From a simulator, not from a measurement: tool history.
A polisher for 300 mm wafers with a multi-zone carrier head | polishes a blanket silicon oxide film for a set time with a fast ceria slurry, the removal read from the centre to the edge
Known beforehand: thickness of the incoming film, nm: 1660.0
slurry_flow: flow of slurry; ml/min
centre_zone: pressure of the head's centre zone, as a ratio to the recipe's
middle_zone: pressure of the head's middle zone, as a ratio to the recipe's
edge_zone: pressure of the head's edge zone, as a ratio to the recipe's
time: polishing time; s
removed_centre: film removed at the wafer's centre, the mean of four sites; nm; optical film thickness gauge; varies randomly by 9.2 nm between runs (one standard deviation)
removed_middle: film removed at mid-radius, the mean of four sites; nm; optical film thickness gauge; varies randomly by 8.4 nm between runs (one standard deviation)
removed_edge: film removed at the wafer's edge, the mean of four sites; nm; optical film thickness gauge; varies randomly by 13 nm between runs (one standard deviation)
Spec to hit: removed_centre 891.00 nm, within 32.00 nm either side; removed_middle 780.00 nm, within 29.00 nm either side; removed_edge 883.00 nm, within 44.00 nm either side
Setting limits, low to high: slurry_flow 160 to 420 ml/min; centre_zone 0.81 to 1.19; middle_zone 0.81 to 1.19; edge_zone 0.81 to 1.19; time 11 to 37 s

run    day  slurry_flow  centre_zone  middle_zone  edge_zone  time  removed_centre  removed_middle  removed_edge
  1  0.000          270         1.00         1.00       1.00    24          641.87          652.59        702.29
  2  0.333          270         1.00         1.00       1.00    21          574.13          569.45        596.53
  3  0.671          270         1.00         1.00       1.00    16          425.89          438.21        451.56
  4  0.846          275         1.03         1.00       1.03    19          528.86          518.28        564.05
  5  1.067          285         1.07         1.02       1.04    20          595.67          562.63        589.36
  6  1.388          285         1.08         1.02       1.07    21          612.58          595.03        609.93
  7  1.462          300         1.10         0.92       1.08    27          813.99          707.75        787.30
  8  1.758          295         1.10         0.92       1.09    27          822.81          697.54        813.02
  9  1.988          295         1.10         0.92       1.09    27          801.18          698.41        805.42

Which single option among these 4 for the next run brings every result within its allowed miss of target? Just one does.
  A  2.217          315         1.10         0.95       1.11    29               ?               ?             ?
  B  2.217          240         1.01         1.19       1.07    25               ?               ?             ?
  C  2.217          225         1.15         0.81       1.18    27               ?               ?             ?
  D  2.217          280         1.07         0.85       1.18    26               ?               ?             ?

move  removed_centre  removed_middle  removed_edge
   A          873.25          772.93        899.98
   B          671.74          786.37        745.46
   C          817.95          609.49        841.58
   D          751.81          625.12        824.25
A: in spec on every target
B: brings the last run's worst result on target, with another outside its allowed miss
C: moves away from the targets compared with the last run
D: moves away from the targets compared with the last run
A is the move that brings every result within its allowed miss.

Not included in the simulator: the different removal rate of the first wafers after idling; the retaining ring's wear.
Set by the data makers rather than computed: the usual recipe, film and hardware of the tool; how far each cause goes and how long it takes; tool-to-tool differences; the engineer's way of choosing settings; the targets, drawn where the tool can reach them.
